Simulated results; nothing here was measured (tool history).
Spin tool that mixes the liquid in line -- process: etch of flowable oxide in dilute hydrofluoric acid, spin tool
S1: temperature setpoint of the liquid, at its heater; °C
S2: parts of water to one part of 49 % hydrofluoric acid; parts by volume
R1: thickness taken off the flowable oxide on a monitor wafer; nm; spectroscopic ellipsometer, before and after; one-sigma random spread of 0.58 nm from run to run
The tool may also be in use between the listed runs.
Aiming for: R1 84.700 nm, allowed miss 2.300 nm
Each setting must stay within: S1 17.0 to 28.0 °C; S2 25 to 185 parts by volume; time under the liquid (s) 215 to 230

{"run": 1, "day": 0.0, "S1": 20.0, "S2": 105, "time under the liquid (s)": 215, "R1": 43.051}
{"run": 2, "day": 0.333, "S1": 17.0, "S2": 105, "time under the liquid (s)": 215, "R1": 38.12}
{"run": 3, "day": 0.679, "S1": 20.0, "S2": 95, "time under the liquid (s)": 215, "R1": 47.563}
{"run": 4, "day": 0.938, "S1": 22.5, "S2": 95, "time under the liquid (s)": 215, "R1": 53.056}
{"run": 5, "day": 0.962, "S1": 26.0, "S2": 95, "time under the liquid (s)": 215, "R1": 60.543}
{"run": 6, "day": 1.15, "S1": 26.5, "S2": 90, "time under the liquid (s)": 215, "R1": 66.843}
{"run": 7, "day": 1.333, "S1": 27.0, "S2": 85, "time under the liquid (s)": 215, "R1": 71.921}
{"run": 8, "day": 1.596, "S1": 27.5, "S2": 80, "time under the liquid (s)": 215, "R1": 79.913}
{"run": 9, "day": 1.625, "S1": 28.0, "S2": 80, "time under the liquid (s)": 215, "R1": 81.174}

Which of these 4 next moves meets every target?
{"run": "A", "day": 1.654, "S1": 27.5, "S2": 80, "time under the liquid (s)": 215, "R1": "?"}
{"run": "B", "day": 1.654, "S1": 26.0, "S2": 70, "time under the liquid (s)": 230, "R1": "?"}
{"run": "C", "day": 1.654, "S1": 27.0, "S2": 70, "time under the liquid (s)": 215, "R1": "?"}
{"run": "D", "day": 1.654, "S1": 23.0, "S2": 65, "time under the liquid (s)": 220, "R1": "?"}

move=A R1=78.272
move=B R1=91.440
move=C R1=88.935
move=D R1=83.982
A: the biggest miss grows against the last run
B: moves the result that the last run missed by most past its target, out the other side
C: moves the result that the last run missed by most past its target, out the other side
D: all results land within tolerance of their targets
D meets every target.

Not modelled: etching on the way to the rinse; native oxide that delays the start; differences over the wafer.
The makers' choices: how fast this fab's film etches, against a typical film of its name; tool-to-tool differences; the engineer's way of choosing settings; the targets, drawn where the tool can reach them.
